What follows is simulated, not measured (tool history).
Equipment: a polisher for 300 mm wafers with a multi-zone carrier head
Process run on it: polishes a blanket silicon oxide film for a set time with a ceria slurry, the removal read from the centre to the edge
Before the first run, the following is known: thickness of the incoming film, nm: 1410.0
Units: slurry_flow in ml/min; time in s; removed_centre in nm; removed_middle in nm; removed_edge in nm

| run | hour | slurry_flow | centre_zone | middle_zone | edge_zone | time | removed_centre | removed_middle | removed_edge |
|---|---|---|---|---|---|---|---|---|---|
| 1 | 0 | 230 | 1 | 1 | 1 | 70 | 272.65 | 263.36 | 277.68 |
| 2 | 1.9 | 230 | 1 | 1 | 1 | 77 | 298.1 | 287.85 | 305.81 |
| 3 | 9.3 | 230 | 1 | 1 | 0.94 | 77 | 301.15 | 287.59 | 289.85 |
| 4 | 12 | 230 | 1 | 0.93 | 0.94 | 77 | 299.76 | 274.51 | 301.08 |
| 5 | 18.5 | 230 | 1 | 0.93 | 0.94 | 67 | 258.97 | 239.73 | 255.16 |
| 6 | 21.6 | 230 | 1 | 0.93 | 0.94 | 57 | 217.63 | 203.63 | 215.92 |

Expected results for the next run?
| 7 | 30.2 | 265 | 0.92 | 1.03 | 1.04 | 76 | ? | ? | ? |

{"run 7": {"removed_centre": 271.43, "removed_middle": 295.64, "removed_edge": 306.24}}

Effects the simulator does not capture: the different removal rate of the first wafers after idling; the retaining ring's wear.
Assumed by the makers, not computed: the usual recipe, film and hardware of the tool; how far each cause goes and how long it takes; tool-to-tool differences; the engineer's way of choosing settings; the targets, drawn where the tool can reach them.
